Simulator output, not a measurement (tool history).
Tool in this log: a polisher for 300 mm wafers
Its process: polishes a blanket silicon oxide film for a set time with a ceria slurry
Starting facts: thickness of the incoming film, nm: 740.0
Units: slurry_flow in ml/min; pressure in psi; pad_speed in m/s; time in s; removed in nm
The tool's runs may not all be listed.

run,hour,slurry_flow,pressure,pad_speed,time,removed
1,0,240,3.2,1.4,26,134.42
2,6.8,200,3.2,1.4,26,133.01
3,11.2,200,3.6,1.4,26,148.22
4,18.4,200,3.6,1.58,26,169.15
5,20.7,200,3.3,1.58,26,153.23
6,27.8,165,3.3,1.58,26,148.25
7,33.5,165,3.1,1.58,26,142.1
8,37,165,2.9,1.58,26,132.89
9,38,165,2.9,1.58,26,131.53
10,42.6,160,2,1.56,26,90.249

Run 11, settings as shown, results not yet in. Your forecast:
11,46.5,165,2,1.56,26,?

removed: 90.5 nm
